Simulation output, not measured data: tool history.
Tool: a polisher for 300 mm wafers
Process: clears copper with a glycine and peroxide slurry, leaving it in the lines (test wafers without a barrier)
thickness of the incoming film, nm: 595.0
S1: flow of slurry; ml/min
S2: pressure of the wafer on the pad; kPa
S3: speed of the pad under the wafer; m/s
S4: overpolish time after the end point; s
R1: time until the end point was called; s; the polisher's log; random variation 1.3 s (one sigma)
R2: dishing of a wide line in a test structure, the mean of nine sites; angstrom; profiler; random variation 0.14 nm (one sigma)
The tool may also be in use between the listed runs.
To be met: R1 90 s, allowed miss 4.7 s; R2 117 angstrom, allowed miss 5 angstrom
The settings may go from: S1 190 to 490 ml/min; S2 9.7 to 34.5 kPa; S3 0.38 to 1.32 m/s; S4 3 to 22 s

Run 1, hour 0: S1 315 ml/min, S2 22.1 kPa, S3 0.84 m/s, S4 11 s. Result: R1 96.039 s, R2 203.67 angstrom.
Run 2, hour 5.1: S1 385 ml/min, S2 22.1 kPa, S3 0.84 m/s, S4 11 s. Result: R1 95.448 s, R2 204.62 angstrom.
Run 3, hour 5.9: S1 345 ml/min, S2 19.3 kPa, S3 0.94 m/s, S4 9 s. Result: R1 100.42 s, R2 191.3 angstrom.
Run 4, hour 7.8: S1 345 ml/min, S2 19.3 kPa, S3 0.94 m/s, S4 5 s. Result: R1 101.52 s, R2 146.01 angstrom.
Run 5, hour 8.5: S1 305 ml/min, S2 19.3 kPa, S3 0.94 m/s, S4 5 s. Result: R1 99.913 s, R2 147.95 angstrom.
Run 6, hour 13: S1 305 ml/min, S2 16.5 kPa, S3 0.94 m/s, S4 5 s. Result: R1 115.11 s, R2 139.06 angstrom.
Run 7, hour 16.3: S1 280 ml/min, S2 15.9 kPa, S3 1.02 m/s, S4 5 s. Result: R1 113.66 s, R2 142.21 angstrom.
Run 8, hour 17.9: S1 260 ml/min, S2 17.2 kPa, S3 0.98 m/s, S4 5 s. Result: R1 108.59 s, R2 139.55 angstrom.
Run 9, hour 24.7: S1 260 ml/min, S2 17.2 kPa, S3 0.98 m/s, S4 5 s. Result: R1 107.74 s, R2 143.53 angstrom.
Run 10, hour 27.7: S1 245 ml/min, S2 16.5 kPa, S3 1.06 m/s, S4 5 s. Result: R1 105.82 s, R2 145.01 angstrom.
Run 11, hour 34.2: S1 245 ml/min, S2 16.5 kPa, S3 1.06 m/s, S4 5 s. Result: R1 109.05 s, R2 143.24 angstrom.
Run 12, hour 38.6: S1 235 ml/min, S2 19.3 kPa, S3 0.92 m/s, S4 5 s. Result: R1 106.33 s, R2 142.43 angstrom.
Run 13, hour 42.1: S1 225 ml/min, S2 20.7 kPa, S3 0.88 m/s, S4 5 s. Result: R1 105.84 s, R2 149.65 angstrom.
Run 14, hour 43: S1 280 ml/min, S2 18.6 kPa, S3 0.98 m/s, S4 5 s. Result: R1 103.15 s, R2 147.97 angstrom.
Run 15, hour 44.1: S1 260 ml/min, S2 17.9 kPa, S3 1.06 m/s, S4 5 s. Result: R1 100.52 s, R2 151.96 angstrom.

Which of these 4 next moves meets every target?
Run A, hour 45.2: S1 290 ml/min, S2 17.9 kPa, S3 0.9 m/s, S4 19 s. Result: R1 ?, R2 ?.
Run B, hour 45.2: S1 225 ml/min, S2 20 kPa, S3 1.12 m/s, S4 3 s. Result: R1 ?, R2 ?.
Run C, hour 45.2: S1 200 ml/min, S2 20.7 kPa, S3 1.04 m/s, S4 7 s. Result: R1 ?, R2 ?.
Run D, hour 45.2: S1 295 ml/min, S2 22.1 kPa, S3 1.16 m/s, S4 6 s. Result: R1 ?, R2 ?.

move      R1      R2
   A  108.91  212.02
   B  87.186  113.93
   C  91.323  173.67
   D  75.526  174.28
A: further off than the last run
B: meets every target
C: further off than the last run
D: further off than the last run
The right move is B.
